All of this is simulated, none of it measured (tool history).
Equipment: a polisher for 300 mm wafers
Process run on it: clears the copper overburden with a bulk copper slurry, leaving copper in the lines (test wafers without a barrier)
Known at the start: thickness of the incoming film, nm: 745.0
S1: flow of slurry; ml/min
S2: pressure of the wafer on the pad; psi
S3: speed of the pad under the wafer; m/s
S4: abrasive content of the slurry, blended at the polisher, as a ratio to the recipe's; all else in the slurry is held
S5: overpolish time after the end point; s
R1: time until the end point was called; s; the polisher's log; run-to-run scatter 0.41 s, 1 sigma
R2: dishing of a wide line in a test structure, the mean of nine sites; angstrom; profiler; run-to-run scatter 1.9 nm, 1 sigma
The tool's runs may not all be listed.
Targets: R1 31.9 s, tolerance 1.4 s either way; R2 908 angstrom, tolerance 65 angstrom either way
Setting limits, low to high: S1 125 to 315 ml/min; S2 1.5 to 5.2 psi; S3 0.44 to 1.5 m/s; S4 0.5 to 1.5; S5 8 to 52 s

| run | hour | S1 | S2 | S3 | S4 | S5 | R1 | R2 |
|---|---|---|---|---|---|---|---|---|
| 1 | 0 | 205 | 3.3 | 0.96 | 1 | 26 | 58.892 | 871.99 |
| 2 | 1.8 | 205 | 3.3 | 0.72 | 1 | 26 | 72.119 | 784.36 |
| 3 | 7.6 | 210 | 3.8 | 0.78 | 1 | 21 | 61.035 | 823.15 |
| 4 | 12 | 220 | 4.1 | 0.86 | 1.15 | 17 | 51.797 | 784.11 |
| 5 | 18.9 | 220 | 4.4 | 0.92 | 1.15 | 17 | 45.145 | 836.3 |
| 6 | 21.4 | 220 | 4.4 | 0.7 | 1.15 | 17 | 54.445 | 767.76 |
| 7 | 24.3 | 230 | 5.2 | 0.98 | 1.2 | 13 | 35.869 | 817.34 |
| 8 | 25.7 | 230 | 5.2 | 1.02 | 1.2 | 15 | 35.39 | 878.29 |
| 9 | 29.6 | 230 | 5.2 | 1.06 | 1.2 | 15 | 34.307 | 891.69 |

Below are 4 possible settings for the next run. Only one of them brings all results inside the allowed miss of their targets. Which is it?
| A | 33.5 | 260 | 5.2 | 0.94 | 1.15 | 16 | ? | ? |
| B | 33.5 | 235 | 5 | 1.04 | 1.3 | 22 | ? | ? |
| C | 33.5 | 240 | 5.2 | 1.3 | 1.2 | 14 | ? | ? |
| D | 33.5 | 230 | 5 | 1.16 | 1.4 | 15 | ? | ? |

| move | R1 | R2 |
|---|---|---|
| A | 36.755 | 875.12 |
| B | 34.99 | 926.71 |
| C | 28.73 | 896.25 |
| D | 31.805 | 887.34 |
A: moves away from the targets compared with the last run
B: moves away from the targets compared with the last run
C: takes the biggest miss from the last run beyond its target
D: all results in spec
Move D is the one to make.
